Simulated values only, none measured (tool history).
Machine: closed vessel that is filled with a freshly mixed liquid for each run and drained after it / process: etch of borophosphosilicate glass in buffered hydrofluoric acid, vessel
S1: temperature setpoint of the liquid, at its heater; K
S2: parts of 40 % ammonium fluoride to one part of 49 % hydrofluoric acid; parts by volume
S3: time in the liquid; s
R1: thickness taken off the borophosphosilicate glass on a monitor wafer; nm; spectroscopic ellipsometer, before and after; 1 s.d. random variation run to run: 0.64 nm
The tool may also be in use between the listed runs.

run 1 hour=0.0 | S1=295.15 S2=9.5 S3=35 | R1=55.225
run 2 hour=4.8 | S1=295.15 S2=10.5 S3=35 | R1=52.054
run 3 hour=7.6 | S1=295.15 S2=12.5 S3=35 | R1=43.074
run 4 hour=13.3 | S1=295.15 S2=12.5 S3=35 | R1=43.284
run 5 hour=14.6 | S1=296.65 S2=12.0 S3=35 | R1=48.846
run 6 hour=23.6 | S1=296.65 S2=10.5 S3=35 | R1=54.643
run 7 hour=27.2 | S1=298.15 S2=10.5 S3=35 | R1=60.269
run 8 hour=30.7 | S1=299.15 S2=10.5 S3=35 | R1=63.732
run 9 hour=33.5 | S1=299.65 S2=10.5 S3=35 | R1=65.690

Run 10, settings as shown, results not yet in. Your forecast:
run 10 hour=39.9 | S1=300.15 S2=10.5 S3=35 | R1=?

Logged for run 10: R1 67.902 nm.
